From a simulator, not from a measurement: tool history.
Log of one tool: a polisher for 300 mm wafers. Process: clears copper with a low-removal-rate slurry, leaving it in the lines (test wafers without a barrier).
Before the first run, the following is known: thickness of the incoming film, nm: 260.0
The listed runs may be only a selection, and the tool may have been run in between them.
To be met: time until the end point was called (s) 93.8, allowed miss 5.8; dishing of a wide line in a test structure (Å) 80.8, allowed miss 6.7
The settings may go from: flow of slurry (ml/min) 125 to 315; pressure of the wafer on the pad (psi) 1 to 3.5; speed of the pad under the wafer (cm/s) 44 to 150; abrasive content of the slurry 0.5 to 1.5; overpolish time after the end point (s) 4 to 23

run,day,flow of slurry (ml/min),pressure of the wafer on the pad (psi),speed of the pad under the wafer (cm/s),abrasive content of the slurry,overpolish time after the end point (s),time until the end point was called (s),dishing of a wide line in a test structure (Å)
1,0,205,2.2,96,1,12,106.42,198.15
2,0.038,160,2.2,96,1,12,108.95,192.9
3,0.242,160,2.7,96,1,12,93.52,214.56
4,0.338,160,2.7,116,1,12,77.838,278.75
5,0.483,160,2.8,108,1.05,11,79.001,251.41
6,0.658,170,2.9,102,1,10,79.889,221.46
7,0.821,225,3.2,74,0.75,4,102.71,75.088
8,0.912,225,3.3,74,0.75,4,101.47,74.26

Which of these 5 next moves meets every target?
A,1.004,235,3.5,86,0.65,4,?,?
B,1.004,200,3.5,86,0.85,4,?,?
C,1.004,200,3.2,98,1,4,?,?
D,1.004,250,3.2,80,0.85,4,?,?
E,1.004,210,3.4,70,0.7,4,?,?

move,time until the end point was called (s),dishing of a wide line in a test structure (Å)
A,85.413,89.359
B,82.845,92.025
C,76.687,99.022
D,93.685,81.666
E,107,71.837
A: the result that was furthest off in the last run now lies on the other side of its target
B: the result that was furthest off in the last run now lies on the other side of its target
C: the result that was furthest off in the last run now lies on the other side of its target
D: all results land within tolerance of their targets
E: its largest miss is bigger than the last run's
D meets every target.
